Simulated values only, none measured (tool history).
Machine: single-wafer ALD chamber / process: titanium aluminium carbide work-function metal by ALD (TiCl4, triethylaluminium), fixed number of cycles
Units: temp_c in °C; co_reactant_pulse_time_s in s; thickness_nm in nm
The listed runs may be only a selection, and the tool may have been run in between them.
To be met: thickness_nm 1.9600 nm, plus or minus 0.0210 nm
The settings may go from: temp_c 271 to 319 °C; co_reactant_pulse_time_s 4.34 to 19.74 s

Run 1, hour 0.0: temp_c 295 °C, co_reactant_pulse_time_s 12.04 s. Result: thickness_nm 2.3124 nm.
Run 2, hour 5.4: temp_c 295 °C, co_reactant_pulse_time_s 13.84 s. Result: thickness_nm 2.3148 nm.
Run 3, hour 12.0: temp_c 295 °C, co_reactant_pulse_time_s 15.53 s. Result: thickness_nm 2.3353 nm.
Run 4, hour 14.7: temp_c 295 °C, co_reactant_pulse_time_s 17.82 s. Result: thickness_nm 2.3293 nm.
Run 5, hour 18.8: temp_c 290 °C, co_reactant_pulse_time_s 17.82 s. Result: thickness_nm 2.2851 nm.
Run 6, hour 27.1: temp_c 297 °C, co_reactant_pulse_time_s 17.82 s. Result: thickness_nm 2.3390 nm.
Run 7, hour 33.3: temp_c 288 °C, co_reactant_pulse_time_s 13.15 s. Result: thickness_nm 2.2452 nm.
Run 8, hour 35.3: temp_c 282 °C, co_reactant_pulse_time_s 10.10 s. Result: thickness_nm 2.1698 nm.
Run 9, hour 42.1: temp_c 278 °C, co_reactant_pulse_time_s 8.10 s. Result: thickness_nm 2.0705 nm.
Run 10, hour 42.7: temp_c 276 °C, co_reactant_pulse_time_s 7.01 s. Result: thickness_nm 2.0002 nm.

Consider the 4 candidate settings below. Which is the only one whose results all fall within their allowed miss of target?
Run A, hour 43.3: temp_c 272 °C, co_reactant_pulse_time_s 7.59 s. Result: thickness_nm ?.
Run B, hour 43.3: temp_c 271 °C, co_reactant_pulse_time_s 8.64 s. Result: thickness_nm ?.
Run C, hour 43.3: temp_c 284 °C, co_reactant_pulse_time_s 6.56 s. Result: thickness_nm ?.
Run D, hour 43.3: temp_c 271 °C, co_reactant_pulse_time_s 7.01 s. Result: thickness_nm ?.

move  thickness_nm
   A        1.9935
   B        2.0227
   C        2.0402
   D        1.9584
A: nearer the targets than the last run, but a result is still out of spec
B: lands further from the targets than the last run did
C: lands further from the targets than the last run did
D: hits every target within its allowed miss
D meets every target.
